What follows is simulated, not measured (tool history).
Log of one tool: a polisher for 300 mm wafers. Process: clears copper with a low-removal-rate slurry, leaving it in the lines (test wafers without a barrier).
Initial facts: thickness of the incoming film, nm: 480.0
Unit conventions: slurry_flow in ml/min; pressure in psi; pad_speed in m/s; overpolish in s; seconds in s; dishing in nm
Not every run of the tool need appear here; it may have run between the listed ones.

Run 1, hour 0: slurry_flow 250 ml/min, pressure 3.5 psi, pad_speed 1.32 m/s, slurry_solids 1, overpolish 9 s. Result: seconds 79.803 s, dishing 23.539 nm.
Run 2, hour 4.7: slurry_flow 250 ml/min, pressure 3.5 psi, pad_speed 1.32 m/s, slurry_solids 1, overpolish 5 s. Result: seconds 79.573 s, dishing 16.192 nm.
Run 3, hour 9: slurry_flow 215 ml/min, pressure 3.5 psi, pad_speed 1.32 m/s, slurry_solids 1, overpolish 5 s. Result: seconds 78.701 s, dishing 15.385 nm.
Run 4, hour 16: slurry_flow 260 ml/min, pressure 3.5 psi, pad_speed 1.32 m/s, slurry_solids 1, overpolish 5 s. Result: seconds 81.527 s, dishing 16.111 nm.
Run 5, hour 17.3: slurry_flow 265 ml/min, pressure 3.3 psi, pad_speed 1.32 m/s, slurry_solids 1, overpolish 6 s. Result: seconds 82.372 s, dishing 17.867 nm.
Run 6, hour 20: slurry_flow 210 ml/min, pressure 3.3 psi, pad_speed 1.32 m/s, slurry_solids 1, overpolish 6 s. Result: seconds 85.763 s, dishing 17.663 nm.
Run 7, hour 24: slurry_flow 210 ml/min, pressure 3.1 psi, pad_speed 1.32 m/s, slurry_solids 1, overpolish 6 s. Result: seconds 92.336 s, dishing 17.187 nm.
Run 8, hour 30.3: slurry_flow 210 ml/min, pressure 2.9 psi, pad_speed 1.32 m/s, slurry_solids 1, overpolish 6 s. Result: seconds 98.789 s, dishing 15.801 nm.
Run 9, hour 36: slurry_flow 205 ml/min, pressure 2.3 psi, pad_speed 1.14 m/s, slurry_solids 1, overpolish 10 s. Result: seconds 144.15 s, dishing 17.923 nm.

Predict the results of run 10:
Run 10, hour 43.4: slurry_flow 205 ml/min, pressure 2.5 psi, pad_speed 1.14 m/s, slurry_solids 1, overpolish 11 s. Result: seconds ?, dishing ?.

seconds: 131.44 s
dishing: 19.532 nm
